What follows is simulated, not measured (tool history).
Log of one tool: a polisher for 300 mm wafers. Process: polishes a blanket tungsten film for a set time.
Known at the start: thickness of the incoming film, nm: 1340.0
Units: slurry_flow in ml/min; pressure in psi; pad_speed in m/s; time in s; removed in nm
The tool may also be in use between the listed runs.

{"run": 1, "day": 0.0, "slurry_flow": 320, "pressure": 3.4, "pad_speed": 1.4, "slurry_solids": 1, "time": 32, "removed": 221.55}
{"run": 2, "day": 0.217, "slurry_flow": 320, "pressure": 3.8, "pad_speed": 1.4, "slurry_solids": 1, "time": 32, "removed": 246.27}
{"run": 3, "day": 0.275, "slurry_flow": 375, "pressure": 3.8, "pad_speed": 1.4, "slurry_solids": 1, "time": 32, "removed": 249.01}
{"run": 4, "day": 0.567, "slurry_flow": 375, "pressure": 3.8, "pad_speed": 1.4, "slurry_solids": 1.05, "time": 32, "removed": 249.05}
{"run": 5, "day": 0.746, "slurry_flow": 375, "pressure": 3.5, "pad_speed": 1.38, "slurry_solids": 1.05, "time": 32, "removed": 231.59}
{"run": 6, "day": 0.925, "slurry_flow": 375, "pressure": 3.3, "pad_speed": 1.36, "slurry_solids": 1.05, "time": 32, "removed": 216.88}

Run 7 comes next. What will it give?
{"run": 7, "day": 1.042, "slurry_flow": 375, "pressure": 3.1, "pad_speed": 1.34, "slurry_solids": 1.05, "time": 32, "removed": "?"}

{"run 7": {"removed": 201.59}}
